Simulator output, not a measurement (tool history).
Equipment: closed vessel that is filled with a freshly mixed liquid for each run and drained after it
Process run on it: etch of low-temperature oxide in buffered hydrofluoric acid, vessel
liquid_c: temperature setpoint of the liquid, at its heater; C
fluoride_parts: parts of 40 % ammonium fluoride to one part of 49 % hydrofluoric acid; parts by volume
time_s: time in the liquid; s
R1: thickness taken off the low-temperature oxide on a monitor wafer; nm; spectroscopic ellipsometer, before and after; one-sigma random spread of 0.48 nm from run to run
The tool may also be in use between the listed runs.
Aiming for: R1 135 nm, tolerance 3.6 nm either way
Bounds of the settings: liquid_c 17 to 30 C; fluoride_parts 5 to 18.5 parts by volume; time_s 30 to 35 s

{"run": 1, "hour": 0.0, "liquid_c": 22, "fluoride_parts": 11.5, "time_s": 35, "R1": 78.474}
{"run": 2, "hour": 8.7, "liquid_c": 22, "fluoride_parts": 14.5, "time_s": 35, "R1": 62.275}
{"run": 3, "hour": 16.6, "liquid_c": 19.5, "fluoride_parts": 14.5, "time_s": 35, "R1": 53.937}
{"run": 4, "hour": 22.7, "liquid_c": 20.5, "fluoride_parts": 14, "time_s": 35, "R1": 59.774}
{"run": 5, "hour": 28.6, "liquid_c": 21.5, "fluoride_parts": 13.5, "time_s": 35, "R1": 65.283}
{"run": 6, "hour": 32.6, "liquid_c": 21.5, "fluoride_parts": 13.5, "time_s": 30, "R1": 55.934}
{"run": 7, "hour": 41.1, "liquid_c": 22.5, "fluoride_parts": 13, "time_s": 30, "R1": 61.45}
{"run": 8, "hour": 42.6, "liquid_c": 26.5, "fluoride_parts": 9.5, "time_s": 30, "R1": 100.31}
{"run": 9, "hour": 49.0, "liquid_c": 30, "fluoride_parts": 7.5, "time_s": 30, "R1": 155.41}
{"run": 10, "hour": 53.8, "liquid_c": 28.5, "fluoride_parts": 7.5, "time_s": 30, "R1": 143.17}
{"run": 11, "hour": 56.4, "liquid_c": 28, "fluoride_parts": 7.5, "time_s": 30, "R1": 139.54}

Of the 4 settings listed for the next run, only one would bring every result within its allowed miss of target. Which one?
{"run": "A", "hour": 59.0, "liquid_c": 28.5, "fluoride_parts": 7.5, "time_s": 30, "R1": "?"}
{"run": "B", "hour": 59.0, "liquid_c": 27, "fluoride_parts": 8, "time_s": 35, "R1": "?"}
{"run": "C", "hour": 59.0, "liquid_c": 28.5, "fluoride_parts": 8, "time_s": 30, "R1": "?"}
{"run": "D", "hour": 59.0, "liquid_c": 30, "fluoride_parts": 8, "time_s": 30, "R1": "?"}

move=A R1=143.19
move=B R1=144.5
move=C R1=134.13
move=D R1=145.15
A: its largest miss is bigger than the last run's
B: its largest miss is bigger than the last run's
C: every result within its allowed miss
D: its largest miss is bigger than the last run's
Correct choice: C, which meets every target
